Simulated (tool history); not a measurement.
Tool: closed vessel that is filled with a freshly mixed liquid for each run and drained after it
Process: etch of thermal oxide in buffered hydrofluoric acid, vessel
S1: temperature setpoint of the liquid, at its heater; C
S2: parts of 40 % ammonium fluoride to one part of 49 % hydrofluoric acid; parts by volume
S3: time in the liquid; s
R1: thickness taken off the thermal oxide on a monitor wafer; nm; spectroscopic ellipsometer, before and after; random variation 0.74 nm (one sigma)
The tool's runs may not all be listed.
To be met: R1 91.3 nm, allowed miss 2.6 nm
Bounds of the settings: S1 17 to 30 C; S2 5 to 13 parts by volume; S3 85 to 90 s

Run 1, hour 0: S1 22 C, S2 8 parts by volume, S3 85 s. Result: R1 106.29 nm.
Run 2, hour 8.2: S1 24 C, S2 8 parts by volume, S3 85 s. Result: R1 119.28 nm.
Run 3, hour 11.6: S1 24 C, S2 8 parts by volume, S3 90 s. Result: R1 126.42 nm.
Run 4, hour 13.2: S1 24 C, S2 7.5 parts by volume, S3 90 s. Result: R1 135.39 nm.
Run 5, hour 22.5: S1 22.5 C, S2 7.5 parts by volume, S3 90 s. Result: R1 123.51 nm.
Run 6, hour 29.9: S1 22.5 C, S2 5.5 parts by volume, S3 90 s. Result: R1 166.67 nm.
Run 7, hour 34.4: S1 21 C, S2 6 parts by volume, S3 90 s. Result: R1 141.85 nm.
Run 8, hour 43: S1 20 C, S2 6.5 parts by volume, S3 90 s. Result: R1 123.93 nm.
Run 9, hour 45.9: S1 19.5 C, S2 6.5 parts by volume, S3 90 s. Result: R1 121.45 nm.
Run 10, hour 51: S1 19 C, S2 7 parts by volume, S3 90 s. Result: R1 110.68 nm.
Run 11, hour 52.2: S1 18.5 C, S2 7 parts by volume, S3 90 s. Result: R1 107.61 nm.
Run 12, hour 55.3: S1 18 C, S2 7 parts by volume, S3 90 s. Result: R1 103.56 nm.
Run 13, hour 56.8: S1 17.5 C, S2 7.5 parts by volume, S3 90 s. Result: R1 94.634 nm.

5 next moves are on the table. One of them brings every result within its allowed miss. Which?
Run A, hour 58.3: S1 17 C, S2 8 parts by volume, S3 90 s. Result: R1 ?.
Run B, hour 58.3: S1 19 C, S2 7.5 parts by volume, S3 90 s. Result: R1 ?.
Run C, hour 58.3: S1 18 C, S2 8 parts by volume, S3 90 s. Result: R1 ?.
Run D, hour 58.3: S1 17 C, S2 6.5 parts by volume, S3 90 s. Result: R1 ?.
Run E, hour 58.3: S1 17 C, S2 7 parts by volume, S3 90 s. Result: R1 ?.

move      R1
   A  85.761
   B  103.01
   C  90.782
   D  105.68
   E  99.087
A: takes the result that was furthest off past its target
B: further off than the last run
C: meets every target
D: further off than the last run
E: further off than the last run
The right move is C.
